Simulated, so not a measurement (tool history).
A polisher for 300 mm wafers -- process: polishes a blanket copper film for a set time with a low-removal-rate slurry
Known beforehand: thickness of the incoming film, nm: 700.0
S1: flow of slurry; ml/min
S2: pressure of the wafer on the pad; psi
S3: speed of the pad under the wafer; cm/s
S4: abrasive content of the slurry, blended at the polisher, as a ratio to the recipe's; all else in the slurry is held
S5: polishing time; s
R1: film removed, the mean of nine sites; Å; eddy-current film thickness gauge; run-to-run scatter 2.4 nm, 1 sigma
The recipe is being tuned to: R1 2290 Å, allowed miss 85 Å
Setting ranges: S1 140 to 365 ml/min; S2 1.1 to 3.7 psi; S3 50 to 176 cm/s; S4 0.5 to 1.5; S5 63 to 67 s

Run 1, hour 0: S1 235 ml/min, S2 2.4 psi, S3 112 cm/s, S4 1, S5 63 s. Result: R1 1526.2 Å.
Run 2, hour 7.4: S1 235 ml/min, S2 1.9 psi, S3 112 cm/s, S4 1, S5 63 s. Result: R1 1334.6 Å.
Run 3, hour 8: S1 235 ml/min, S2 1.9 psi, S3 100 cm/s, S4 1, S5 63 s. Result: R1 1195.4 Å.
Run 4, hour 13.1: S1 235 ml/min, S2 2.3 psi, S3 102 cm/s, S4 1, S5 63 s. Result: R1 1417.4 Å.
Run 5, hour 17.5: S1 235 ml/min, S2 2.6 psi, S3 104 cm/s, S4 1, S5 63 s. Result: R1 1543.7 Å.
Run 6, hour 26.3: S1 235 ml/min, S2 2.6 psi, S3 104 cm/s, S4 1, S5 63 s. Result: R1 1538.6 Å.
Run 7, hour 32: S1 235 ml/min, S2 2.8 psi, S3 106 cm/s, S4 1, S5 63 s. Result: R1 1657 Å.
Run 8, hour 32.7: S1 235 ml/min, S2 3 psi, S3 108 cm/s, S4 1, S5 63 s. Result: R1 1789 Å.
Run 9, hour 40: S1 235 ml/min, S2 3.1 psi, S3 110 cm/s, S4 1, S5 63 s. Result: R1 1873.3 Å.
Run 10, hour 46.4: S1 235 ml/min, S2 3.2 psi, S3 110 cm/s, S4 1, S5 63 s. Result: R1 1955.8 Å.
Run 11, hour 50.4: S1 235 ml/min, S2 3.3 psi, S3 110 cm/s, S4 1, S5 63 s. Result: R1 1953.9 Å.

4 candidate next runs follow, results not yet known. Just one meets every target within its allowed miss. Identify it.
Run A, hour 54.4: S1 190 ml/min, S2 3.5 psi, S3 98 cm/s, S4 1.4, S5 67 s. Result: R1 ?.
Run B, hour 54.4: S1 235 ml/min, S2 3.2 psi, S3 118 cm/s, S4 0.95, S5 63 s. Result: R1 ?.
Run C, hour 54.4: S1 280 ml/min, S2 2.7 psi, S3 132 cm/s, S4 1.25, S5 67 s. Result: R1 ?.
Run D, hour 54.4: S1 330 ml/min, S2 2.9 psi, S3 102 cm/s, S4 1.15, S5 63 s. Result: R1 ?.

move      R1
   A  2069.6
   B  2043.8
   C  2274.6
   D  1772.8
A: nearer the targets than the last run, but a result is still out of spec
B: nearer the targets than the last run, but a result is still out of spec
C: hits every target within its allowed miss
D: further off than the last run
Answer: C
